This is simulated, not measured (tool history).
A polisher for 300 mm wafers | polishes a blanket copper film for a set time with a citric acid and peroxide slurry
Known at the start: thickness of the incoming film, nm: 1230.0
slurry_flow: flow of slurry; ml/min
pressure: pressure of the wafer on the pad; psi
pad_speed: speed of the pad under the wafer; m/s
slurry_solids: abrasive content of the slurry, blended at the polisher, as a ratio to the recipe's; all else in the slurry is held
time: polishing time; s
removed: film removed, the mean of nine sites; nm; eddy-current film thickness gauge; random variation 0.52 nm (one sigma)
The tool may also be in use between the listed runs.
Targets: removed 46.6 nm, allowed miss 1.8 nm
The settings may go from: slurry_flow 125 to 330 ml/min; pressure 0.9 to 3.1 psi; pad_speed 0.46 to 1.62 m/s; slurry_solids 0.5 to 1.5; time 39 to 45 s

{"run": 1, "hour": 0.0, "slurry_flow": 210, "pressure": 2, "pad_speed": 1.04, "slurry_solids": 1, "time": 45, "removed": 61.721}
{"run": 2, "hour": 8.2, "slurry_flow": 210, "pressure": 2, "pad_speed": 1.04, "slurry_solids": 1, "time": 45, "removed": 62.675}
{"run": 3, "hour": 16.3, "slurry_flow": 210, "pressure": 2, "pad_speed": 0.84, "slurry_solids": 1, "time": 45, "removed": 51.697}
{"run": 4, "hour": 17.7, "slurry_flow": 175, "pressure": 2, "pad_speed": 0.84, "slurry_solids": 1, "time": 45, "removed": 50.313}
{"run": 5, "hour": 20.5, "slurry_flow": 175, "pressure": 2, "pad_speed": 1.1, "slurry_solids": 1, "time": 45, "removed": 64.353}
{"run": 6, "hour": 27.7, "slurry_flow": 175, "pressure": 1.9, "pad_speed": 1.1, "slurry_solids": 1, "time": 45, "removed": 62.011}
{"run": 7, "hour": 35.0, "slurry_flow": 175, "pressure": 1.9, "pad_speed": 1.1, "slurry_solids": 1, "time": 45, "removed": 61.168}
{"hour": 42.3, "done": "head pressure recalibrated"}
{"run": 8, "hour": 42.3, "slurry_flow": 175, "pressure": 1.8, "pad_speed": 1.1, "slurry_solids": 1, "time": 45, "removed": 65.174}
{"run": 9, "hour": 47.1, "slurry_flow": 175, "pressure": 1.8, "pad_speed": 1.06, "slurry_solids": 1, "time": 45, "removed": 61.757}
{"run": 10, "hour": 53.6, "slurry_flow": 175, "pressure": 1.8, "pad_speed": 1.02, "slurry_solids": 1, "time": 45, "removed": 58.987}
{"run": 11, "hour": 54.9, "slurry_flow": 175, "pressure": 1.8, "pad_speed": 0.98, "slurry_solids": 1, "time": 45, "removed": 57.624}

4 next moves are on the table. One of them brings every result within its allowed miss. Which?
{"run": "A", "hour": 56.2, "slurry_flow": 155, "pressure": 1.6, "pad_speed": 1.24, "slurry_solids": 1, "time": 45, "removed": "?"}
{"run": "B", "hour": 56.2, "slurry_flow": 150, "pressure": 2.1, "pad_speed": 1.22, "slurry_solids": 1.05, "time": 43, "removed": "?"}
{"run": "C", "hour": 56.2, "slurry_flow": 160, "pressure": 1.4, "pad_speed": 1.42, "slurry_solids": 1, "time": 45, "removed": "?"}
{"run": "D", "hour": 56.2, "slurry_flow": 150, "pressure": 2.3, "pad_speed": 0.7, "slurry_solids": 1.05, "time": 39, "removed": "?"}

move=A removed=63.213
move=B removed=77.047
move=C removed=63.52
move=D removed=46.254
A: further off than the last run
B: further off than the last run
C: further off than the last run
D: meets every target
Answer: D
